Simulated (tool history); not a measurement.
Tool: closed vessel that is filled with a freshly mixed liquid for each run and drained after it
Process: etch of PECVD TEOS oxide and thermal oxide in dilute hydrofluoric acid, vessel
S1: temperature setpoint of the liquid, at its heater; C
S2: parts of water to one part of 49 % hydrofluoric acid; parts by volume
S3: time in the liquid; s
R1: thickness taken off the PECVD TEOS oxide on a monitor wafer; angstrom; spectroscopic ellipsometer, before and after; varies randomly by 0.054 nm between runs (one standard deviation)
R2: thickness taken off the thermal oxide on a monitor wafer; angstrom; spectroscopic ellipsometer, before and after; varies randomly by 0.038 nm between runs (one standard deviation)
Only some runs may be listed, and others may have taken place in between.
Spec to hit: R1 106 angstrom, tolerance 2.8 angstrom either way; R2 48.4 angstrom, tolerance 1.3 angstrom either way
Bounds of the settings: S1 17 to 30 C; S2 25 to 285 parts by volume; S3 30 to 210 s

| run | day | S1 | S2 | S3 | R1 | R2 |
|---|---|---|---|---|---|---|
| 1 | 0 | 22 | 155 | 105 | 57.092 | 26.391 |
| 2 | 0.058 | 23.5 | 150 | 105 | 63.192 | 28.529 |
| 3 | 0.275 | 23.5 | 150 | 85 | 51.325 | 23.43 |
| 4 | 0.583 | 24.5 | 135 | 85 | 59.842 | 27.151 |
| 5 | 0.662 | 21 | 135 | 85 | 52.005 | 23.903 |
| 6 | 1.017 | 21 | 135 | 110 | 67.974 | 31.143 |
| 7 | 1.146 | 22.5 | 130 | 110 | 74.219 | 34.432 |
| 8 | 1.35 | 23.5 | 130 | 110 | 78.074 | 35.854 |
| 9 | 1.408 | 24.5 | 130 | 110 | 81.489 | 37.071 |

Which one of the following 4 next-run settings gets every result inside its allowed miss? There is exactly one.
| A | 1.467 | 23.5 | 180 | 150 | ? | ? |
| B | 1.467 | 23 | 135 | 90 | ? | ? |
| C | 1.467 | 27 | 135 | 135 | ? | ? |
| D | 1.467 | 30 | 145 | 120 | ? | ? |

| move | R1 | R2 |
|---|---|---|
| A | 72.576 | 33.339 |
| B | 59.884 | 27.509 |
| C | 104.68 | 48.086 |
| D | 95.507 | 43.873 |
A: the biggest miss grows against the last run
B: the biggest miss grows against the last run
C: meets every target
D: closes in on the targets versus the last run, not all within tolerance yet
C meets every target.
